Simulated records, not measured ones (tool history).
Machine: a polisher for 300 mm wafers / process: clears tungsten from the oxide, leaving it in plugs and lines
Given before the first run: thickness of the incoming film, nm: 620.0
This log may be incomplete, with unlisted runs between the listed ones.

run,hour,flow of slurry (ml/min),pressure of the wafer on the pad (kPa),speed of the pad under the wafer (cm/s),abrasive content of the slurry,overpolish time after the end point (s),time until the end point was called (s)
1,0.0,180,24.1,114,1.0,15,120.170
2,4.8,180,24.1,114,0.9,15,118.100
3,8.8,180,20.7,114,0.9,15,135.800
4,13.6,180,24.8,114,0.9,15,120.200
5,15.6,180,24.8,138,0.9,15,108.450
6,20.9,195,24.8,138,0.9,15,105.160
7,28.0,195,26.9,140,0.9,15,97.326
8,35.5,195,28.3,142,0.9,15,90.726
9,44.0,195,29.0,142,0.9,15,89.084

Estimate the outcome of run 10 from the log above:
10,46.3,195,29.6,142,0.9,15,?

{"run 10": {"time until the end point was called (s)": 90.526}}

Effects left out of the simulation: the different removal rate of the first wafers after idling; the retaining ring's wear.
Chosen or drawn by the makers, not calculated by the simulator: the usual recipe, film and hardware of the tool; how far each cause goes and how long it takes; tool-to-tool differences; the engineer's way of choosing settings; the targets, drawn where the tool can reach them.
